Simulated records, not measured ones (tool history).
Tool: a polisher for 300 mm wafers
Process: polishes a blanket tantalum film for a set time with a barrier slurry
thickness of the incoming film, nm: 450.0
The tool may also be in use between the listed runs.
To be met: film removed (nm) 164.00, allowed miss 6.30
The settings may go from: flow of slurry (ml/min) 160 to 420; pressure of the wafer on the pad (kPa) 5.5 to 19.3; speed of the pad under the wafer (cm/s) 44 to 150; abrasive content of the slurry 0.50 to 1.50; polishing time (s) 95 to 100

run,hour,flow of slurry (ml/min),pressure of the wafer on the pad (kPa),speed of the pad under the wafer (cm/s),abrasive content of the slurry,polishing time (s),film removed (nm)
1,0.0,270,12.4,96,1.00,95,125.26
2,5.0,270,12.4,114,1.00,95,139.13
3,13.8,270,13.1,114,1.00,95,148.53
4,22.5,270,13.1,114,1.00,95,152.65
5,30.9,270,13.1,90,1.00,95,124.58
6,34.1,270,13.1,70,1.00,95,105.27
7,43.0,270,15.2,72,1.00,95,121.95
8,51.3,270,16.5,74,1.00,95,137.39
9,55.5,270,17.2,74,1.00,95,144.40
10,58.2,270,17.9,74,1.00,95,149.11
11,63.9,270,18.6,74,1.00,95,155.33

Which of these 4 next moves meets every target?
A,69.6,260,18.6,94,0.95,98,?
B,69.6,275,17.9,72,1.05,98,?
C,69.6,265,13.8,108,1.10,99,?
D,69.6,250,19.3,80,1.05,100,?

move,film removed (nm)
A,184.31
B,150.58
C,160.06
D,176.73
A: takes the result that was furthest off past its target
B: further off than the last run
C: meets every target
D: takes the result that was furthest off past its target
Move C is the one to make.
